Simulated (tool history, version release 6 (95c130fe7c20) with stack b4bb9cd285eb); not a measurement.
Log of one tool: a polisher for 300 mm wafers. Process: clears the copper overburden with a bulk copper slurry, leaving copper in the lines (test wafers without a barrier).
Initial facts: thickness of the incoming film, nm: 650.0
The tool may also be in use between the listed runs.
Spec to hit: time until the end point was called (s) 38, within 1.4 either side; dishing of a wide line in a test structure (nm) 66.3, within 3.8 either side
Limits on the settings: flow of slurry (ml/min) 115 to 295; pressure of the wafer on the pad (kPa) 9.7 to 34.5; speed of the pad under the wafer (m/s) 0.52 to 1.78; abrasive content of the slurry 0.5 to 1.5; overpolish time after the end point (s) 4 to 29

run	day	flow of slurry (ml/min)	pressure of the wafer on the pad (kPa)	speed of the pad under the wafer (m/s)	abrasive content of the slurry	overpolish time after the end point (s)	time until the end point was called (s)	dishing of a wide line in a test structure (nm)
1	0	190	22.1	1.14	1	15	55.24	58.271
2	0.175	190	23.4	1.14	1	15	52.202	61.919
3	0.479	190	25.5	1.14	1	15	48.477	64.535
4	0.792	215	25.5	1.14	1	15	47.552	63.379
5	1.054	215	26.2	1.14	1	14	45.736	63.239
6	1.108	215	26.2	1.14	0.8	14	47.673	62.376
7	1.192	215	26.9	1.14	0.8	14	46.33	63.498
8	1.467	215	27.6	1.14	0.8	14	44.677	64.99
9	1.775	215	28.3	1.14	0.8	14	44.14	65.193
10	1.858	220	29	1.14	0.8	14	43.066	65.659
11	2.067	220	29.6	1.14	0.8	14	42.074	66.006

Exercise: of the 4 proposed moves below, exactly one satisfies all targets within the stated allowed misses. Which move is it?
A	2.275	290	27.6	1.4	0.5	21	?	?
B	2.275	215	31.7	1.08	0.8	13	?	?
C	2.275	210	29.6	1.26	0.8	12	?	?
D	2.275	165	29	0.98	0.9	18	?	?

move	time until the end point was called (s)	dishing of a wide line in a test structure (nm)
A	38.093	72.927
B	41.231	67.008
C	38.035	66.428
D	50.499	68.427
A: the worst result of the last run now meets its target, but another is out of spec
B: better than the last run, though not everything is in spec
C: each result inside its tolerance
D: the biggest miss grows against the last run
Correct choice: C, which meets every target
